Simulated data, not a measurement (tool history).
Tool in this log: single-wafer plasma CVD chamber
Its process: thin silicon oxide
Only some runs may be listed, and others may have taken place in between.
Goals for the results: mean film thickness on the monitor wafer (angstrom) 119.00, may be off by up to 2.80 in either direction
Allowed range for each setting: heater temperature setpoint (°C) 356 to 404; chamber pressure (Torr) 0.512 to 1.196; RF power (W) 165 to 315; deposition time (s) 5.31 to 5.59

| run | hour | heater temperature setpoint (°C) | chamber pressure (Torr) | RF power (W) | deposition time (s) | mean film thickness on the monitor wafer (angstrom) |
|---|---|---|---|---|---|---|
| 1 | 0.0 | 380 | 0.854 | 240 | 5.59 | 102.33 |
| 2 | 7.6 | 372 | 0.854 | 240 | 5.59 | 102.56 |
| 3 | 8.7 | 380 | 0.854 | 240 | 5.59 | 102.34 |
| 4 | 11.9 | 380 | 0.898 | 240 | 5.59 | 106.59 |
| 5 | 15.5 | 380 | 0.898 | 240 | 5.59 | 105.57 |
| 6 | 23.7 | 380 | 0.940 | 240 | 5.59 | 110.03 |
| 7 | 31.8 | 380 | 0.967 | 240 | 5.59 | 111.16 |
| 8 | 34.6 | 380 | 0.967 | 240 | 5.59 | 111.44 |
| 9 | 38.8 | 380 | 0.992 | 240 | 5.59 | 113.66 |
| 10 | 44.4 | 380 | 1.010 | 240 | 5.59 | 115.22 |
| 11 | 46.9 | 380 | 1.022 | 240 | 5.59 | 115.43 |

Pick the move, out of 5, that brings all results within their allowed miss; only one does.
| A | 49.4 | 394 | 1.111 | 240 | 5.55 | ? |
| B | 49.4 | 373 | 0.872 | 265 | 5.59 | ? |
| C | 49.4 | 378 | 1.045 | 225 | 5.59 | ? |
| D | 49.4 | 381 | 1.000 | 250 | 5.31 | ? |
| E | 49.4 | 367 | 1.028 | 215 | 5.59 | ? |

| move | mean film thickness on the monitor wafer (angstrom) |
|---|---|
| A | 118.38 |
| B | 110.67 |
| C | 111.36 |
| D | 110.81 |
| E | 107.45 |
A: every result lands within tolerance
B: the biggest miss grows against the last run
C: the biggest miss grows against the last run
D: the biggest miss grows against the last run
E: the biggest miss grows against the last run
Correct choice: A, which meets every target
